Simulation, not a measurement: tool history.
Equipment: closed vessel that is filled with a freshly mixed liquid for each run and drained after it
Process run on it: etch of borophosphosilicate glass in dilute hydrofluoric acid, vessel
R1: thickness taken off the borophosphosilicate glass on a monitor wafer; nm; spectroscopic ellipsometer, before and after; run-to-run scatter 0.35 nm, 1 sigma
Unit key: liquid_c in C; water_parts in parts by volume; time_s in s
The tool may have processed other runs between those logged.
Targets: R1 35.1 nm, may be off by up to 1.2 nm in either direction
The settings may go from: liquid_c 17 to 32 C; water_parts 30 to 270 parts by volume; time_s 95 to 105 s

run 1 hour=0 | liquid_c=24 water_parts=150 time_s=95 | R1=24.354
run 2 hour=2.6 | liquid_c=26.5 water_parts=145 time_s=95 | R1=28.516
run 3 hour=10.6 | liquid_c=28 water_parts=145 time_s=95 | R1=30.07
run 4 hour=18.7 | liquid_c=28 water_parts=165 time_s=95 | R1=26.094
run 5 hour=22.5 | liquid_c=29 water_parts=160 time_s=95 | R1=27.538
run 6 hour=25 | liquid_c=30 water_parts=155 time_s=95 | R1=29.974
run 7 hour=32.4 | liquid_c=30.5 water_parts=150 time_s=95 | R1=31.351
run 8 hour=41 | liquid_c=31 water_parts=145 time_s=95 | R1=33.294

Pick the move, out of 5, that brings all results within their allowed miss; only one does.
run A hour=49.6 | liquid_c=29.5 water_parts=140 time_s=100 | R1=?
run B hour=49.6 | liquid_c=31.5 water_parts=150 time_s=95 | R1=?
run C hour=49.6 | liquid_c=32 water_parts=145 time_s=105 | R1=?
run D hour=49.6 | liquid_c=30 water_parts=150 time_s=100 | R1=?
run E hour=49.6 | liquid_c=30 water_parts=145 time_s=95 | R1=?

move=A R1=34.224
move=B R1=32.121
move=C R1=37.637
move=D R1=32.078
move=E R1=31.74
A: every result lands within tolerance
B: the biggest miss grows against the last run
C: pushes the last run's worst result past its target
D: the biggest miss grows against the last run
E: the biggest miss grows against the last run
So the answer is move A, the one that meets all the targets.
